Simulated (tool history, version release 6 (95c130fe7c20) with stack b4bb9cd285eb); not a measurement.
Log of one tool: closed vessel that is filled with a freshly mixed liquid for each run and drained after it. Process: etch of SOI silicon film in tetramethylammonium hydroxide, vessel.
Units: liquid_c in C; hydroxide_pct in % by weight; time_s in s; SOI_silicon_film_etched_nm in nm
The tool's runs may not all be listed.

| run | hour | liquid_c | hydroxide_pct | time_s | SOI_silicon_film_etched_nm |
|---|---|---|---|---|---|
| 1 | 0 | 74 | 17 | 35 | 283.19 |
| 2 | 1.9 | 74 | 19.5 | 35 | 267.15 |
| 3 | 3 | 76 | 19.5 | 35 | 299.2 |
| 4 | 12.2 | 77.5 | 19.5 | 35 | 328.62 |
| 5 | 17.9 | 78.5 | 19.5 | 35 | 346.22 |
| 6 | 20 | 79 | 19.5 | 35 | 353.66 |

Forecast run 7:
| 7 | 21.9 | 79.5 | 19.5 | 35 | ? |

Run 7 gave SOI_silicon_film_etched_nm 364.14 nm.

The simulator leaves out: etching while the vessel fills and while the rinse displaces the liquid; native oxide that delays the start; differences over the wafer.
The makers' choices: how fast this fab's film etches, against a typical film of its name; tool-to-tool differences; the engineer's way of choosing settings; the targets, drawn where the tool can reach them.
